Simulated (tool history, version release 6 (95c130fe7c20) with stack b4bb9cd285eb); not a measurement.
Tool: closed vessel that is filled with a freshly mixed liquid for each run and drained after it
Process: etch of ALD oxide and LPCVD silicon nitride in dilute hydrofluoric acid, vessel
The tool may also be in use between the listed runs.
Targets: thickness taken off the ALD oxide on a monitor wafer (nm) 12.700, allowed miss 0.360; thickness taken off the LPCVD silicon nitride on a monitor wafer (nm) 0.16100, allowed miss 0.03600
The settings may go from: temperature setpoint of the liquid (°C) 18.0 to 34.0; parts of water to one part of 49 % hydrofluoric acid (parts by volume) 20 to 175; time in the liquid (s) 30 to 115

run	hour	temperature setpoint of the liquid (°C)	parts of water to one part of 49 % hydrofluoric acid (parts by volume)	time in the liquid (s)	thickness taken off the ALD oxide on a monitor wafer (nm)	thickness taken off the LPCVD silicon nitride on a monitor wafer (nm)
1	0.0	26.0	95	60	21.802	0.23552
2	4.8	26.0	75	60	28.211	0.25902
3	12.1	26.0	75	80	37.380	0.38661
4	13.1	26.0	75	65	30.615	0.33605
# hour 19.6: thermometer replaced
5	19.6	29.0	75	65	37.178	0.45229
6	25.1	26.5	90	65	27.590	0.33707
7	30.3	24.5	105	65	21.220	0.23779
8	31.5	23.0	115	65	18.257	0.19410
9	34.6	22.5	125	65	16.302	0.16738
10	37.4	22.5	135	65	15.089	0.17087

Which of these 4 next moves meets every target?
A	40.2	22.5	150	70	?	?
B	40.2	22.0	140	85	?	?
C	40.2	18.0	70	45	?	?
D	40.2	24.5	165	65	?	?

move	thickness taken off the ALD oxide on a monitor wafer (nm)	thickness taken off the LPCVD silicon nitride on a monitor wafer (nm)
A	14.123	0.15324
B	18.220	0.19270
C	17.700	0.15287
D	12.655	0.14737
A: nearer than the last run, and not there yet
B: further off than the last run
C: further off than the last run
D: meets every target
Answer: D
